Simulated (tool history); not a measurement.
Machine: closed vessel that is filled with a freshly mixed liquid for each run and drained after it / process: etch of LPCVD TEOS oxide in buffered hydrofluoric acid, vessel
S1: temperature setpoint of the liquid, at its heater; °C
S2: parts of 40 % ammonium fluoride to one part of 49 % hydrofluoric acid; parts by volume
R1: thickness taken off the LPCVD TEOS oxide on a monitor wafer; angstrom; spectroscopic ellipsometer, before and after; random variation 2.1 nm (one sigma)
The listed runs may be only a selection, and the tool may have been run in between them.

run 1 day=0.000 | S1=23 S2=11.0 time_in_the_liquid_(s)=95 | R1=1919.6
run 2 day=0.196 | S1=23 S2=11.0 time_in_the_liquid_(s)=95 | R1=1913.1
run 3 day=0.375 | S1=23 S2=11.0 time_in_the_liquid_(s)=105 | R1=2112.1
run 4 day=0.479 | S1=24 S2=11.0 time_in_the_liquid_(s)=105 | R1=2215.4
run 5 day=0.800 | S1=24 S2=14.0 time_in_the_liquid_(s)=105 | R1=1758.7
run 6 day=0.938 | S1=24 S2=14.0 time_in_the_liquid_(s)=105 | R1=1766.8
run 7 day=1.083 | S1=24 S2=14.0 time_in_the_liquid_(s)=105 | R1=1768.9
run 8 day=1.225 | S1=24 S2=14.0 time_in_the_liquid_(s)=105 | R1=1748.2
run 9 day=1.296 | S1=25 S2=13.5 time_in_the_liquid_(s)=105 | R1=1937.1
run 10 day=1.383 | S1=25 S2=13.5 time_in_the_liquid_(s)=105 | R1=1936.5
run 11 day=1.650 | S1=26 S2=13.5 time_in_the_liquid_(s)=105 | R1=2005.7

Expected results for the next run?
run 12 day=1.883 | S1=27 S2=13.0 time_in_the_liquid_(s)=105 | R1=?

R1: 2201.3 angstrom
